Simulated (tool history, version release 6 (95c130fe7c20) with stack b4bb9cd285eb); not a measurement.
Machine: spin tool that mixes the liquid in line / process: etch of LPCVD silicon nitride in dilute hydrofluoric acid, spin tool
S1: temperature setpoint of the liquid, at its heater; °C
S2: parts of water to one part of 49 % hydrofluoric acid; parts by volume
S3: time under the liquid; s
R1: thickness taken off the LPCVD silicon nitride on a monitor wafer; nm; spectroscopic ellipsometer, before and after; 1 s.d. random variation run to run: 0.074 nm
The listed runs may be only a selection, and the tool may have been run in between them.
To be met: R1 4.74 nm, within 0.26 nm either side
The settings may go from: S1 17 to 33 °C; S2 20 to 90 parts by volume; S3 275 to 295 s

run,hour,S1,S2,S3,R1
1,0,25,50,275,3.09
2,0.9,25,55,275,2.8128
3,2.8,23,55,275,2.5336
4,6.4,23,55,275,2.4755
5,13.5,25.5,55,275,2.98
6,17.9,27,55,275,3.3023
7,24.8,31,55,275,4.1764
8,28.6,31.5,55,275,4.3432

Which single option among these 5 for the next run brings every result within its allowed miss of target? Just one does.
A,32.4,31,60,290,?
B,32.4,29,40,295,?
C,32.4,32,60,280,?
D,32.4,30.5,55,275,?
E,32.4,31.5,55,295,?

move,R1
A,4.0969
B,5.4696
C,4.2146
D,4.1031
E,4.6916
A: lands further from the targets than the last run did
B: takes the biggest miss from the last run beyond its target
C: lands further from the targets than the last run did
D: lands further from the targets than the last run did
E: hits every target within its allowed miss
Correct choice: E, which meets every target

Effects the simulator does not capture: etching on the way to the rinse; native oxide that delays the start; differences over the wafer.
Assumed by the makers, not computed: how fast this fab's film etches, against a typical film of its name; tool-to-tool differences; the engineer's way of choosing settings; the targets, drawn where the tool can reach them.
